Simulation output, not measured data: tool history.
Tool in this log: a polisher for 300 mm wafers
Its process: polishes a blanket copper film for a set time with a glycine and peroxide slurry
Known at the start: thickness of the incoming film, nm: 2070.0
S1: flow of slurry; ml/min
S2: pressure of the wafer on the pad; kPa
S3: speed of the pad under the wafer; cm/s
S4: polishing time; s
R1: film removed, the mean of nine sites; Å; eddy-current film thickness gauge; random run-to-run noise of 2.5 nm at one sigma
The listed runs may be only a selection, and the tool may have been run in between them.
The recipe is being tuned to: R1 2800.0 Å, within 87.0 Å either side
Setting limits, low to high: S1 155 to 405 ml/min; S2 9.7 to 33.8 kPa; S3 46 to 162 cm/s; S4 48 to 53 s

run  hour   S1    S2   S3  S4      R1
  1   0.0  260  21.4  104  53  3972.0
  2   2.6  215  21.4  104  53  3860.1
  3  11.4  260  21.4  104  53  3981.7
  4  15.2  255  19.3  104  53  3714.4
  5  18.6  250  17.2  104  53  3453.0
  6  24.5  245  15.9  104  53  3162.6
  7  25.4  235  15.2  104  53  3085.3
  8  31.1  235  15.2  104  53  3056.7
  9  39.8  225  15.2  104  53  3070.5
 10  40.7  220  14.5  104  53  2939.0
 11  44.6  215  14.5  104  53  2920.1
 12  48.3  210  14.5  104  53  2984.6

Below are 4 possible settings for the next run. Only one of them brings all results inside the allowed miss of their targets. Which is it?
  A  52.0  220  13.1  120  48   ?
  B  52.0  245  21.4   86  48   ?
  C  52.0  185  15.2  118  53   ?
  D  52.0  205  17.2  102  49   ?

move      R1
   A  2816.7
   B  3052.7
   C  3299.9
   D  3004.5
A: in spec on every target
B: its largest miss is bigger than the last run's
C: its largest miss is bigger than the last run's
D: its largest miss is bigger than the last run's
A is the move that brings every result within its allowed miss.

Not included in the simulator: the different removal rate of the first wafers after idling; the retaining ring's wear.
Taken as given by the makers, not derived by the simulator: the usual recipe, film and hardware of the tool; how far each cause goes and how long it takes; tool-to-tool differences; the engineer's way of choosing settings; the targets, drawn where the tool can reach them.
